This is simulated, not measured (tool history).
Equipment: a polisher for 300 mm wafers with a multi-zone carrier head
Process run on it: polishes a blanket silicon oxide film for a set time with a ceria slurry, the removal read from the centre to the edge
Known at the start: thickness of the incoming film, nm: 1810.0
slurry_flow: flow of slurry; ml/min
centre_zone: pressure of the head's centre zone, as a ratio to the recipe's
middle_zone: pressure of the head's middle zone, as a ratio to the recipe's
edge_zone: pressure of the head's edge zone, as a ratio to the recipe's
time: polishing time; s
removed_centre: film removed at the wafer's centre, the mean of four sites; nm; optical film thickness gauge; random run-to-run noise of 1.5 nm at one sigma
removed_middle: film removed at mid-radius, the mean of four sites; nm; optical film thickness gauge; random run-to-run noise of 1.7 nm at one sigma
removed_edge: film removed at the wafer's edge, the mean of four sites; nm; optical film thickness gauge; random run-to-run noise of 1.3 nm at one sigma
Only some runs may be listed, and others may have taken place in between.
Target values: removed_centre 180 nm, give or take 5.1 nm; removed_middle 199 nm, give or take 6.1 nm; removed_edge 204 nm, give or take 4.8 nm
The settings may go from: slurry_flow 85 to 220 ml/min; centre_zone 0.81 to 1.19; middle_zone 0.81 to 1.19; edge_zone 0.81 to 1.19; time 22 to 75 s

{"run": 1, "day": 0.0, "slurry_flow": 140, "centre_zone": 1, "middle_zone": 1, "edge_zone": 1, "time": 48, "removed_centre": 152.65, "removed_middle": 150.38, "removed_edge": 148.61}
{"run": 2, "day": 0.154, "slurry_flow": 145, "centre_zone": 0.99, "middle_zone": 1, "edge_zone": 1.02, "time": 49, "removed_centre": 154.06, "removed_middle": 154.67, "removed_edge": 152.96}
{"run": 3, "day": 0.529, "slurry_flow": 150, "centre_zone": 0.98, "middle_zone": 1, "edge_zone": 1.04, "time": 50, "removed_centre": 155.68, "removed_middle": 156.69, "removed_edge": 161.47}
{"run": 4, "day": 0.846, "slurry_flow": 155, "centre_zone": 0.98, "middle_zone": 1.02, "edge_zone": 1.05, "time": 50, "removed_centre": 159.1, "removed_middle": 161.23, "removed_edge": 162.28}
{"run": 5, "day": 1.075, "slurry_flow": 160, "centre_zone": 0.97, "middle_zone": 1.03, "edge_zone": 1.06, "time": 51, "removed_centre": 158.6, "removed_middle": 167.38, "removed_edge": 166.73}
{"run": 6, "day": 1.383, "slurry_flow": 165, "centre_zone": 0.97, "middle_zone": 1.03, "edge_zone": 1.07, "time": 51, "removed_centre": 160.98, "removed_middle": 170.03, "removed_edge": 168.4}
{"run": 7, "day": 1.758, "slurry_flow": 170, "centre_zone": 0.97, "middle_zone": 1.03, "edge_zone": 1.08, "time": 51, "removed_centre": 161.26, "removed_middle": 168.06, "removed_edge": 169.77}
{"run": 8, "day": 1.988, "slurry_flow": 175, "centre_zone": 0.97, "middle_zone": 1.04, "edge_zone": 1.09, "time": 52, "removed_centre": 167.13, "removed_middle": 174.43, "removed_edge": 174.74}
{"run": 9, "day": 2.096, "slurry_flow": 175, "centre_zone": 0.97, "middle_zone": 1.04, "edge_zone": 1.1, "time": 52, "removed_centre": 164.47, "removed_middle": 174.7, "removed_edge": 175.35}

Which of these 5 next moves meets every target?
{"run": "A", "day": 2.204, "slurry_flow": 160, "centre_zone": 0.95, "middle_zone": 0.99, "edge_zone": 1.19, "time": 63, "removed_centre": "?", "removed_middle": "?", "removed_edge": "?"}
{"run": "B", "day": 2.204, "slurry_flow": 150, "centre_zone": 0.92, "middle_zone": 1.03, "edge_zone": 1.12, "time": 61, "removed_centre": "?", "removed_middle": "?", "removed_edge": "?"}
{"run": "C", "day": 2.204, "slurry_flow": 185, "centre_zone": 0.82, "middle_zone": 0.93, "edge_zone": 1.19, "time": 60, "removed_centre": "?", "removed_middle": "?", "removed_edge": "?"}
{"run": "D", "day": 2.204, "slurry_flow": 140, "centre_zone": 1, "middle_zone": 0.97, "edge_zone": 1.12, "time": 62, "removed_centre": "?", "removed_middle": "?", "removed_edge": "?"}
{"run": "E", "day": 2.204, "slurry_flow": 205, "centre_zone": 0.96, "middle_zone": 1, "edge_zone": 1.11, "time": 56, "removed_centre": "?", "removed_middle": "?", "removed_edge": "?"}

move=A removed_centre=191.88 removed_middle=198.66 removed_edge=217.47
move=B removed_centre=178.1 removed_middle=196.03 removed_edge=202.04
move=C removed_centre=165.62 removed_middle=184.92 removed_edge=211.27
move=D removed_centre=191.35 removed_middle=187.03 removed_edge=203.31
move=E removed_centre=180.39 removed_middle=185.65 removed_edge=192.33
A: moves the result that the last run missed by most past its target, out the other side
B: hits every target within its allowed miss
C: moves the result that the last run missed by most past its target, out the other side
D: meets the target for the result that was furthest off, but another lies outside its allowed miss
E: an improvement on the last run, though not all results are within tolerance
The right move is B.
